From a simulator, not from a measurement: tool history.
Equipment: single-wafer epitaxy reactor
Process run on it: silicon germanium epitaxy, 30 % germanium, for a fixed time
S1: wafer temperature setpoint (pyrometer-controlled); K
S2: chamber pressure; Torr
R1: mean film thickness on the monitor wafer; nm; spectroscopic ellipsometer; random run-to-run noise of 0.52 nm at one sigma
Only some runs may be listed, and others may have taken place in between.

Run 1, hour 0: S1 893.15 K, S2 18.8 Torr. Result: R1 80.399 nm.
Run 2, hour 7.2: S1 902.15 K, S2 18.8 Torr. Result: R1 94.772 nm.
Run 3, hour 12.9: S1 904.15 K, S2 18.9 Torr. Result: R1 98.339 nm.
Run 4, hour 15.1: S1 894.15 K, S2 18.9 Torr. Result: R1 81.902 nm.
Run 5, hour 23.8: S1 898.15 K, S2 19 Torr. Result: R1 88.118 nm.
Run 6, hour 31.8: S1 898.15 K, S2 16 Torr. Result: R1 83.246 nm.

Estimate the outcome of run 7 from the log above:
Run 7, hour 32.5: S1 902.15 K, S2 16.1 Torr. Result: R1 ?.

Run 7 measured R1 89.637 nm.
